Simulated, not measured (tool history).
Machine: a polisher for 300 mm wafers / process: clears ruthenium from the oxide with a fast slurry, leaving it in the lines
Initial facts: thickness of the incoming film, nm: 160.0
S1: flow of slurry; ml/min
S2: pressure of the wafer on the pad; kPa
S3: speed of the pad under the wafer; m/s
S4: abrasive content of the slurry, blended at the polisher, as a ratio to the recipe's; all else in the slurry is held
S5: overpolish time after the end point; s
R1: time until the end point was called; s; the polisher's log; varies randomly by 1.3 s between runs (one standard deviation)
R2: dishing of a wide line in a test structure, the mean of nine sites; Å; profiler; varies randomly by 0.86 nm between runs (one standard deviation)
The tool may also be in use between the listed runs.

run  hour   S1    S2    S3   S4  S5      R1      R2
  1   0.0  220  16.5  1.16  1.0  28  45.098  817.03
  2   2.7  220  20.0  1.16  1.0  28  37.289  911.35
  3   8.8  220  20.0  1.02  1.0  28  43.535  837.09
  4   9.5  220  20.0  1.02  1.2  28  40.307  881.42
  5  13.8  220  17.9  0.98  1.2  29  46.879  828.35
  6  22.8  175  17.9  0.98  1.2  29  46.537  804.32
  7  27.3  175  16.5  0.94  1.2  30  51.191  767.94
  8  36.3  175  15.2  0.88  1.2  31  60.357  711.51

What does the tool deliver on the next run?
  9  39.6  175  11.0  0.86  1.2  35   ?   ?

R1: 78.551 s
R2: 623.03 Å
